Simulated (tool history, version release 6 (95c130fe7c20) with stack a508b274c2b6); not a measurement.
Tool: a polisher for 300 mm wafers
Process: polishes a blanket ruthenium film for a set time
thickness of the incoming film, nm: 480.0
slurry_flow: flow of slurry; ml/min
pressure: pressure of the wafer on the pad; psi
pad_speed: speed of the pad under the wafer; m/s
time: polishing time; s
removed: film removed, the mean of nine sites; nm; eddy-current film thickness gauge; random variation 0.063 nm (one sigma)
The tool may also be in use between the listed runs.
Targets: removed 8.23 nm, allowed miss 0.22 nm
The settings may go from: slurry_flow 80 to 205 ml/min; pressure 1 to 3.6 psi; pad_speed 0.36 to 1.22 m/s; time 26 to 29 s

run 1 hour=0 | slurry_flow=135 pressure=2.3 pad_speed=0.78 time=29 | removed=23.575
run 2 hour=7.9 | slurry_flow=125 pressure=1.9 pad_speed=0.66 time=29 | removed=16.294
run 3 hour=12.4 | slurry_flow=115 pressure=1.6 pad_speed=0.6 time=29 | removed=12.314
run 4 hour=17.8 | slurry_flow=115 pressure=2 pad_speed=0.6 time=29 | removed=15.304
run 5 hour=26.3 | slurry_flow=115 pressure=2.3 pad_speed=0.6 time=29 | removed=17.524
run 6 hour=35 | slurry_flow=105 pressure=1.9 pad_speed=0.58 time=29 | removed=14.003
run 7 hour=40.5 | slurry_flow=90 pressure=1.3 pad_speed=0.48 time=29 | removed=7.7516
-- hour=42.8 worn pad replaced by a new one
run 8 hour=42.8 | slurry_flow=95 pressure=1.3 pad_speed=0.48 time=29 | removed=9.023
run 9 hour=46.6 | slurry_flow=90 pressure=1.3 pad_speed=0.48 time=29 | removed=8.9113

Which of these 4 next moves meets every target?
run A hour=50.4 | slurry_flow=85 pressure=1.3 pad_speed=0.56 time=28 | removed=?
run B hour=50.4 | slurry_flow=80 pressure=1.4 pad_speed=0.48 time=26 | removed=?
run C hour=50.4 | slurry_flow=80 pressure=1.1 pad_speed=0.62 time=29 | removed=?
run D hour=50.4 | slurry_flow=80 pressure=1.9 pad_speed=0.38 time=28 | removed=?

move=A removed=9.7987
move=B removed=8.3027
move=C removed=9.4195
move=D removed=9.6038
A: further off than the last run
B: meets every target
C: further off than the last run
D: further off than the last run
Answer: B
